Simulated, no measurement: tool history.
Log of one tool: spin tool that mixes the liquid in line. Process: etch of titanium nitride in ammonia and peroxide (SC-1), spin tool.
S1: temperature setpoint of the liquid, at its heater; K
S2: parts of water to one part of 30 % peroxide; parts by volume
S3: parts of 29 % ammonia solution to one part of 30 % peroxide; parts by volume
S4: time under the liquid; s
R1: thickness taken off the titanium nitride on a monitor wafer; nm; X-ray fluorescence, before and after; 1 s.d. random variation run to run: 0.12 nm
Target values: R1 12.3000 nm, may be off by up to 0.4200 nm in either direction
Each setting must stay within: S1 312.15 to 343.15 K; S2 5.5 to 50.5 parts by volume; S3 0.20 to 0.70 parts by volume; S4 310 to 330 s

Run 1, hour 0.0: S1 328.15 K, S2 28.0 parts by volume, S3 0.40 parts by volume, S4 310 s. Result: R1 7.8103 nm.
Run 2, hour 5.1: S1 329.15 K, S2 28.0 parts by volume, S3 0.40 parts by volume, S4 310 s. Result: R1 8.3192 nm.
Run 3, hour 11.1: S1 332.15 K, S2 28.0 parts by volume, S3 0.40 parts by volume, S4 310 s. Result: R1 10.1950 nm.
Run 4, hour 19.1: S1 332.65 K, S2 28.0 parts by volume, S3 0.40 parts by volume, S4 310 s. Result: R1 10.4270 nm.
Run 5, hour 25.2: S1 332.65 K, S2 28.0 parts by volume, S3 0.40 parts by volume, S4 310 s. Result: R1 10.3550 nm.
Run 6, hour 29.6: S1 339.15 K, S2 28.0 parts by volume, S3 0.40 parts by volume, S4 310 s. Result: R1 16.3440 nm.
Run 7, hour 37.1: S1 338.65 K, S2 28.0 parts by volume, S3 0.40 parts by volume, S4 310 s. Result: R1 15.5010 nm.
Run 8, hour 39.7: S1 338.15 K, S2 28.0 parts by volume, S3 0.40 parts by volume, S4 310 s. Result: R1 15.1020 nm.
Run 9, hour 48.6: S1 337.65 K, S2 28.0 parts by volume, S3 0.40 parts by volume, S4 310 s. Result: R1 14.5380 nm.
Run 10, hour 55.3: S1 337.15 K, S2 28.0 parts by volume, S3 0.40 parts by volume, S4 310 s. Result: R1 14.1130 nm.
Run 11, hour 57.6: S1 336.65 K, S2 28.0 parts by volume, S3 0.40 parts by volume, S4 310 s. Result: R1 13.7750 nm.
Run 12, hour 60.3: S1 335.65 K, S2 28.0 parts by volume, S3 0.40 parts by volume, S4 310 s. Result: R1 12.9440 nm.

Which single option among these 5 for the next run brings every result within its allowed miss of target? Just one does.
Run A, hour 63.0: S1 333.15 K, S2 20.5 parts by volume, S3 0.55 parts by volume, S4 310 s. Result: R1 ?.
Run B, hour 63.0: S1 337.65 K, S2 32.0 parts by volume, S3 0.45 parts by volume, S4 310 s. Result: R1 ?.
Run C, hour 63.0: S1 338.15 K, S2 34.0 parts by volume, S3 0.40 parts by volume, S4 310 s. Result: R1 ?.
Run D, hour 63.0: S1 335.15 K, S2 24.0 parts by volume, S3 0.40 parts by volume, S4 310 s. Result: R1 ?.
Run E, hour 63.0: S1 336.15 K, S2 33.0 parts by volume, S3 0.40 parts by volume, S4 320 s. Result: R1 ?.

move       R1
   A  13.7850
   B  13.7980
   C  13.4480
   D  13.5360
   E  12.4250
A: moves away from the targets compared with the last run
B: moves away from the targets compared with the last run
C: moves away from the targets compared with the last run
D: moves away from the targets compared with the last run
E: meets every target
The right move is E.
